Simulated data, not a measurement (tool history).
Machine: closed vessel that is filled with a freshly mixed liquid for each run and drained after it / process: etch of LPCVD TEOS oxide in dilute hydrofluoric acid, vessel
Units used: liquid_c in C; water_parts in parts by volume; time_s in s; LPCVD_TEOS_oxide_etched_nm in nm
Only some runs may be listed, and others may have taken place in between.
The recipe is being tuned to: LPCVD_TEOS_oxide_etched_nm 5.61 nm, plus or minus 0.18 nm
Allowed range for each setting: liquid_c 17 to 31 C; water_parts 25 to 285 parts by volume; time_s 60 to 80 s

run,hour,liquid_c,water_parts,time_s,LPCVD_TEOS_oxide_etched_nm
1,0,23,155,80,12.098
2,1.4,23,205,80,8.6952
3,6.3,26,205,80,9.5565
4,15.5,26,175,80,11.708
5,24,24.5,190,80,10.026
6,32.8,23.5,200,80,9.2086
7,39,22.5,210,80,8.1289
8,46.5,21.5,215,80,7.9083
9,48.1,21,220,80,7.4637

Which of these 5 next moves meets every target?
A,49.7,20.5,255,80,?
B,49.7,20.5,230,60,?
C,49.7,23,255,60,?
D,49.7,23,230,60,?
E,49.7,20.5,170,80,?

move,LPCVD_TEOS_oxide_etched_nm
A,6.0125
B,5.1198
C,4.9421
D,5.6188
E,9.8031
A: nearer than the last run, and not there yet
B: carries the result that was furthest off beyond its target, to the other side
C: carries the result that was furthest off beyond its target, to the other side
D: hits every target within its allowed miss
E: further off than the last run
The move that meets every target is D.

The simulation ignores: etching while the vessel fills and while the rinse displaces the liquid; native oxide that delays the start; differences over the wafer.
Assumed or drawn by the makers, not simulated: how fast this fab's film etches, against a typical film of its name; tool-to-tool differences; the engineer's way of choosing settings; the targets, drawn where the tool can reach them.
